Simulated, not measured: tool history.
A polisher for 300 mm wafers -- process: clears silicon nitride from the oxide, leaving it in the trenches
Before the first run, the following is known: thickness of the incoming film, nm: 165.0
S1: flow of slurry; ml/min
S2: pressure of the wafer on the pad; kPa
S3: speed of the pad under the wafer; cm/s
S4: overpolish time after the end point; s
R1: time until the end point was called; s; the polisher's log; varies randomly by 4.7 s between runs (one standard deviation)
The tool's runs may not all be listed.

run 1 day=0.000 | S1=270 S2=23.4 S3=124 S4=27 | R1=147.01
run 2 day=0.062 | S1=270 S2=23.4 S3=138 S4=27 | R1=130.93
run 3 day=0.292 | S1=220 S2=23.4 S3=138 S4=27 | R1=130.38
run 4 day=0.475 | S1=220 S2=21.4 S3=134 S4=27 | R1=148.19
run 5 day=0.500 | S1=220 S2=20.0 S3=132 S4=27 | R1=164.35
run 6 day=0.762 | S1=220 S2=20.0 S3=152 S4=27 | R1=144.67
run 7 day=0.858 | S1=220 S2=18.6 S3=150 S4=27 | R1=157.65
run 8 day=1.029 | S1=220 S2=17.2 S3=148 S4=27 | R1=171.54
run 9 day=1.196 | S1=220 S2=16.5 S3=146 S4=27 | R1=181.87
run 10 day=1.371 | S1=220 S2=16.5 S3=146 S4=27 | R1=183.27
run 11 day=1.404 | S1=220 S2=15.9 S3=146 S4=27 | R1=190.24
run 12 day=1.442 | S1=220 S2=15.2 S3=146 S4=27 | R1=196.05
run 13 day=1.754 | S1=220 S2=10.3 S3=136 S4=27 | R1=296.74

Run 14 has not been measured yet. What should we expect?
run 14 day=1.996 | S1=220 S2=11.0 S3=136 S4=27 | R1=?

Run 14 came out at R1 289.85 s.

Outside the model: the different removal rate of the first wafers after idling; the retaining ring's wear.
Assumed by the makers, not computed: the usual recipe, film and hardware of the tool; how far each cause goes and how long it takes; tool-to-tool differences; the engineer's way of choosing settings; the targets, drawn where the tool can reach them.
